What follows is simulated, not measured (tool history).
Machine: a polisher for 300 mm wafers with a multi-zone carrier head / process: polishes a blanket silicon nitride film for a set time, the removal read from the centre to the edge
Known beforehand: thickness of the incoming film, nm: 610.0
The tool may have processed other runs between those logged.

run,hour,flow of slurry (ml/min),pressure of the head's centre zone,pressure of the head's middle zone,pressure of the head's edge zone,polishing time (s),film removed at the wafer's centre (angstrom),film removed at mid-radius (angstrom),film removed at the wafer's edge (angstrom)
1,0,180,1,1,1,62,977.96,965.07,906.73
2,2.4,180,1.05,1,1,62,1014.8,966.42,909.2
3,4.1,175,1.02,1.01,0.99,61,979.26,959.86,877.98
4,11.8,175,1.02,0.98,0.99,61,967.89,936.59,897.01
5,15.3,170,0.99,0.99,0.98,60,919.9,915.24,876.74
6,19.2,170,1.05,0.99,0.98,60,982.44,915.77,860.98

Forecast run 7:
7,23.9,165,1.02,1,0.97,59,?,?,?

Run 7 came out at film removed at the wafer's centre (angstrom) 912.6, film removed at mid-radius (angstrom) 899.35, film removed at the wafer's edge (angstrom) 845.29.
